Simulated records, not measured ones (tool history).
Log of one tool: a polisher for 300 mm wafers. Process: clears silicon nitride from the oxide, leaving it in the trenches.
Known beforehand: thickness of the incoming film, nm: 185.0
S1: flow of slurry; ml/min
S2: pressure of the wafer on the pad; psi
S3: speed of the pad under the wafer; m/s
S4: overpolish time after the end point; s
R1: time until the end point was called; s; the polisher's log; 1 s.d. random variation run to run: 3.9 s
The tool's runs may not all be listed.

{"run": 1, "hour": 0.0, "S1": 140, "S2": 3, "S3": 1.24, "S4": 17, "R1": 153.54}
{"run": 2, "hour": 6.7, "S1": 140, "S2": 3, "S3": 1.44, "S4": 17, "R1": 132.57}
{"run": 3, "hour": 13.6, "S1": 140, "S2": 3.5, "S3": 1.44, "S4": 17, "R1": 117.83}
{"run": 4, "hour": 18.2, "S1": 140, "S2": 3.3, "S3": 1.42, "S4": 17, "R1": 125.27}
{"run": 5, "hour": 21.7, "S1": 140, "S2": 3.1, "S3": 1.4, "S4": 17, "R1": 127.64}
{"run": 6, "hour": 26.4, "S1": 140, "S2": 3.1, "S3": 1.4, "S4": 17, "R1": 130.83}
{"run": 7, "hour": 27.5, "S1": 140, "S2": 2.9, "S3": 1.38, "S4": 17, "R1": 141.9}
{"run": 8, "hour": 31.1, "S1": 140, "S2": 2.7, "S3": 1.36, "S4": 17, "R1": 150.74}
{"run": 9, "hour": 36.5, "S1": 140, "S2": 2.6, "S3": 1.34, "S4": 17, "R1": 153.93}

For run 10, what comes out?
{"run": 10, "hour": 43.3, "S1": 140, "S2": 2.5, "S3": 1.32, "S4": 17, "R1": "?"}

Logged for run 10: R1 159.95 s.

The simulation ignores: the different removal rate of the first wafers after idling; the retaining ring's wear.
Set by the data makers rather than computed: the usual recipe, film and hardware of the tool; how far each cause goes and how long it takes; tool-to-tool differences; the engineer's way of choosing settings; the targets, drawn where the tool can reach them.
